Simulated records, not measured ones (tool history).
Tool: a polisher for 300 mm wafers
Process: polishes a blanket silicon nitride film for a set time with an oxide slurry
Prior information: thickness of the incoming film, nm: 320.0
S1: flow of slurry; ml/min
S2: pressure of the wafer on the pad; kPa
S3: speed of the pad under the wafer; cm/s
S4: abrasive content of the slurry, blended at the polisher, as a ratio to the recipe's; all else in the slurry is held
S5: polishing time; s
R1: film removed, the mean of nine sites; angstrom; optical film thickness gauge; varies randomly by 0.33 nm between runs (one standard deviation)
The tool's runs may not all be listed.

Run 1, day 0.000: S1 170 ml/min, S2 22.8 kPa, S3 90 cm/s, S4 1.0, S5 96 s. Result: R1 416.77 angstrom.
Run 2, day 0.062: S1 210 ml/min, S2 22.8 kPa, S3 90 cm/s, S4 1.0, S5 96 s. Result: R1 428.28 angstrom.
Run 3, day 0.308: S1 210 ml/min, S2 21.4 kPa, S3 90 cm/s, S4 1.0, S5 96 s. Result: R1 412.07 angstrom.
Run 4, day 0.592: S1 210 ml/min, S2 21.4 kPa, S3 90 cm/s, S4 1.0, S5 96 s. Result: R1 398.92 angstrom.
At day 0.921: worn pad replaced by a new one.
Run 5, day 0.921: S1 210 ml/min, S2 21.4 kPa, S3 112 cm/s, S4 1.0, S5 96 s. Result: R1 539.29 angstrom.
Run 6, day 1.096: S1 210 ml/min, S2 21.4 kPa, S3 120 cm/s, S4 1.0, S5 96 s. Result: R1 570.86 angstrom.
Run 7, day 1.171: S1 205 ml/min, S2 18.6 kPa, S3 116 cm/s, S4 1.0, S5 96 s. Result: R1 479.07 angstrom.
Run 8, day 1.392: S1 200 ml/min, S2 16.5 kPa, S3 114 cm/s, S4 1.0, S5 96 s. Result: R1 424.44 angstrom.
Run 9, day 1.496: S1 195 ml/min, S2 15.2 kPa, S3 114 cm/s, S4 1.0, S5 96 s. Result: R1 385.66 angstrom.
Run 10, day 1.858: S1 190 ml/min, S2 14.5 kPa, S3 114 cm/s, S4 1.0, S5 96 s. Result: R1 360.62 angstrom.
Run 11, day 2.038: S1 180 ml/min, S2 13.8 kPa, S3 114 cm/s, S4 1.0, S5 96 s. Result: R1 347.18 angstrom.
Run 12, day 2.362: S1 170 ml/min, S2 13.1 kPa, S3 114 cm/s, S4 1.0, S5 96 s. Result: R1 332.56 angstrom.
Run 13, day 2.562: S1 165 ml/min, S2 13.1 kPa, S3 114 cm/s, S4 1.0, S5 96 s. Result: R1 327.22 angstrom.
Run 14, day 2.592: S1 160 ml/min, S2 13.1 kPa, S3 114 cm/s, S4 1.0, S5 96 s. Result: R1 325.37 angstrom.
Run 15, day 2.692: S1 155 ml/min, S2 13.1 kPa, S3 114 cm/s, S4 1.0, S5 96 s. Result: R1 324.95 angstrom.
Run 16, day 2.879: S1 150 ml/min, S2 13.1 kPa, S3 114 cm/s, S4 1.0, S5 96 s. Result: R1 322.08 angstrom.

Run 17 is up next; what results do you expect?
Run 17, day 3.196: S1 145 ml/min, S2 13.1 kPa, S3 114 cm/s, S4 1.0, S5 96 s. Result: R1 ?.

R1: 317.93 angstrom
